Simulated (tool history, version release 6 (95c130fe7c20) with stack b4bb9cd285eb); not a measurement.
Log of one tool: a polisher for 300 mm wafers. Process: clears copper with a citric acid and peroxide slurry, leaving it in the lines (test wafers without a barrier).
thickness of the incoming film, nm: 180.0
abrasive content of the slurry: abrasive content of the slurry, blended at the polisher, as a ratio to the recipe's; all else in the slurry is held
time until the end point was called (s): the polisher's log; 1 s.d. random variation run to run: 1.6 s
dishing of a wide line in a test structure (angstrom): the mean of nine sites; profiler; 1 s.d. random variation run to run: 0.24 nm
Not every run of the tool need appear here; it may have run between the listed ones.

run,hour,flow of slurry (ml/min),pressure of the wafer on the pad (psi),speed of the pad under the wafer (m/s),abrasive content of the slurry,overpolish time after the end point (s),time until the end point was called (s),dishing of a wide line in a test structure (angstrom)
1,0,160,2.5,1.08,1,13,82.378,223.8
2,8.6,135,2.5,1.08,1,13,82.318,218.73
3,13.1,135,2.5,1.08,1.15,13,79.324,228.94
4,21.3,135,3.1,1.08,1.15,13,66.759,265.33
5,28.1,135,3.1,1.08,1,13,69.153,262.07
6,30.6,135,2.6,1.06,1,12,81.324,210.27
7,33.8,135,2.3,1.04,1,11,93.166,169.33
8,38.7,135,2.1,1.04,1,10,98.231,146.98
9,43.4,135,1.9,1.04,1,10,107.88,133.85
10,44.6,135,1.8,1.04,1,10,111.27,133.07

Predict the results of run 11:
11,50.5,135,1.7,1.04,1,10,?,?

Run 11 yielded time until the end point was called (s) 116.06, dishing of a wide line in a test structure (angstrom) 127.99.

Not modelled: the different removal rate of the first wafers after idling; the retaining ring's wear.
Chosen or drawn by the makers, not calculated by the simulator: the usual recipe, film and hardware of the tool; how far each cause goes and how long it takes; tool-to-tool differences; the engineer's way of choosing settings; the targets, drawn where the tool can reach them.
